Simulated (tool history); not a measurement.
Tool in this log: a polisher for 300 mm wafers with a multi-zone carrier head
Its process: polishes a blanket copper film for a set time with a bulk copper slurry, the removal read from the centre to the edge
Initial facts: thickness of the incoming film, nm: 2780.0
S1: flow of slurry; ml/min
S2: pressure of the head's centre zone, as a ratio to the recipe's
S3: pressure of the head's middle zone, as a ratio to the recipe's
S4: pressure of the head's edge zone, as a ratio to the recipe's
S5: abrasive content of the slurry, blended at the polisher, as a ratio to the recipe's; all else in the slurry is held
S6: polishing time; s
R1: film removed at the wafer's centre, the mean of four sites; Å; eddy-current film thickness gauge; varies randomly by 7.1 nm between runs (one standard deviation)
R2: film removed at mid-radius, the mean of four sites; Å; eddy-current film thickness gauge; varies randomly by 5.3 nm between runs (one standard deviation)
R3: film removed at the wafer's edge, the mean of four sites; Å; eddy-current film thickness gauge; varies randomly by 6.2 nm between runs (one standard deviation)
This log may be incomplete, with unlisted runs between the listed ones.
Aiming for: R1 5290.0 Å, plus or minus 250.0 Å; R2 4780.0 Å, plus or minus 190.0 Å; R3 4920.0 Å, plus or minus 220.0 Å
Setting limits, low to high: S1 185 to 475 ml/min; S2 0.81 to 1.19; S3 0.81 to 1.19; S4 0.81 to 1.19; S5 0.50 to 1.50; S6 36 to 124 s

run	hour	S1	S2	S3	S4	S5	S6	R1	R2	R3
1	0.0	305	1.00	1.00	1.00	1.00	79	5719.0	5788.5	5821.3
2	5.1	305	1.01	0.98	0.98	0.90	78	5561.5	5323.1	5619.0
3	13.3	305	1.02	0.98	0.95	0.85	77	5523.9	5349.3	5494.3
4	18.5	305	0.95	0.98	0.95	0.85	77	5210.6	5337.0	5377.4
5	23.4	305	1.03	0.98	0.95	0.85	77	5562.5	5233.7	5435.9
6	25.8	305	1.03	0.98	0.93	0.80	76	5593.9	5045.5	5260.3
7	28.0	305	1.02	0.98	0.92	0.80	76	5425.6	5150.0	5256.5
8	28.9	305	1.02	0.97	0.91	0.75	76	5346.1	5051.3	5095.3
9	32.9	305	1.02	0.97	0.91	0.75	76	5379.5	5032.8	5146.7
10	36.9	305	1.02	0.96	0.90	0.75	76	5380.3	4951.5	5125.6
11	40.5	305	1.02	0.96	0.89	0.75	76	5225.6	4887.8	5097.6

Which of these 4 next moves meets every target?
A	44.1	310	0.91	0.88	0.92	0.70	81	?	?	?
B	44.1	235	0.99	0.94	1.07	0.85	76	?	?	?
C	44.1	335	0.99	1.04	0.92	0.60	76	?	?	?
D	44.1	285	0.99	0.89	0.81	0.95	74	?	?	?

move	R1	R2	R3
A	4937.9	4888.3	5348.4
B	5074.4	4904.2	5501.2
C	4899.9	5132.4	4865.2
D	5193.2	4787.1	4911.4
A: moves away from the targets compared with the last run
B: moves away from the targets compared with the last run
C: meets the target for the result that was furthest off, but another lies outside its allowed miss
D: every result lands within tolerance
The move that meets every target is D.
